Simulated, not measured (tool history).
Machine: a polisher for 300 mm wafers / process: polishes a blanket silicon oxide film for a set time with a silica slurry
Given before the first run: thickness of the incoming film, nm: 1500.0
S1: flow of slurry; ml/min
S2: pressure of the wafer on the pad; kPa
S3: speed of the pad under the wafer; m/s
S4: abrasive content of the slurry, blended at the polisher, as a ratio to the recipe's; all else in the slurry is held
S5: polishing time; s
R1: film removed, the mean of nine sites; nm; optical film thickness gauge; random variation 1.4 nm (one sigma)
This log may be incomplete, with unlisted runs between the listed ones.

Run 1, hour 0.0: S1 165 ml/min, S2 29.0 kPa, S3 1.54 m/s, S4 1.0, S5 49 s. Result: R1 237.96 nm.
Run 2, hour 4.1: S1 160 ml/min, S2 26.9 kPa, S3 1.54 m/s, S4 1.0, S5 49 s. Result: R1 226.66 nm.
Run 3, hour 10.6: S1 160 ml/min, S2 26.9 kPa, S3 1.54 m/s, S4 0.9, S5 49 s. Result: R1 212.97 nm.
Run 4, hour 17.0: S1 160 ml/min, S2 33.1 kPa, S3 1.54 m/s, S4 0.9, S5 49 s. Result: R1 251.70 nm.
Run 5, hour 19.1: S1 155 ml/min, S2 30.3 kPa, S3 1.54 m/s, S4 0.9, S5 49 s. Result: R1 231.51 nm.
Run 6, hour 25.3: S1 155 ml/min, S2 24.1 kPa, S3 1.54 m/s, S4 0.9, S5 49 s. Result: R1 198.85 nm.
Run 7, hour 31.2: S1 155 ml/min, S2 22.8 kPa, S3 1.54 m/s, S4 0.9, S5 49 s. Result: R1 189.11 nm.

Run 8 comes next. What will it give?
Run 8, hour 39.5: S1 150 ml/min, S2 22.1 kPa, S3 1.54 m/s, S4 0.9, S5 49 s. Result: R1 ?.

Run 8 gave R1 186.61 nm.
